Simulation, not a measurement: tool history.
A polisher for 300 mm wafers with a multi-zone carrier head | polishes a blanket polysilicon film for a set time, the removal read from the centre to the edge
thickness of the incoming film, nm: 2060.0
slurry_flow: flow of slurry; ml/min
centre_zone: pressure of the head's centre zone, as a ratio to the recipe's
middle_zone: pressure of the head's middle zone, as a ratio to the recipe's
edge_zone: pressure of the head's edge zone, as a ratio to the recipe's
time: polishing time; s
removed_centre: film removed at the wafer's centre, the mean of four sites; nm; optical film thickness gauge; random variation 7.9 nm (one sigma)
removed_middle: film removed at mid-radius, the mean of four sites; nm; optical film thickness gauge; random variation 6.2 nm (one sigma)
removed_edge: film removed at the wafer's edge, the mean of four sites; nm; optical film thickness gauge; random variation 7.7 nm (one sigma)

run    day  slurry_flow  centre_zone  middle_zone  edge_zone  time  removed_centre  removed_middle  removed_edge
  1      0          205            1            1          1    83          447.13          453.74        454.28
  2  0.296          210         1.02         1.01       1.02    87          474.96          478.19        477.05
  3  0.354          215         1.03         1.01       1.03    91          506.18          504.69        519.98
  4  0.696          215         1.03         1.01       1.12    91          501.49          505.89        533.15
  5  0.817          215         1.03         0.97       1.12    91           504.2          488.18        528.97
  6  1.171          220         1.05         0.99       1.12    93           518.4          511.44         550.4
  7  1.317          220         1.07            1        1.1    96          551.07          530.15        551.19
  8  1.521          225         1.08            1       1.11    98          563.55          542.41        586.05
  9  1.892          225          1.1         1.01       1.09   100          598.92          558.57        582.14
 10  2.088          230         1.11         1.02        1.1   101          599.61          566.91        580.65
 11  2.158          230         1.12         1.02        1.1   103          621.17          583.67        602.88

Run 12 comes next. What will it give?
 12  2.421          235         1.13         1.02        1.1   104               ?               ?             ?

removed_centre: 620.04 nm
removed_middle: 588.83 nm
removed_edge: 607.24 nm
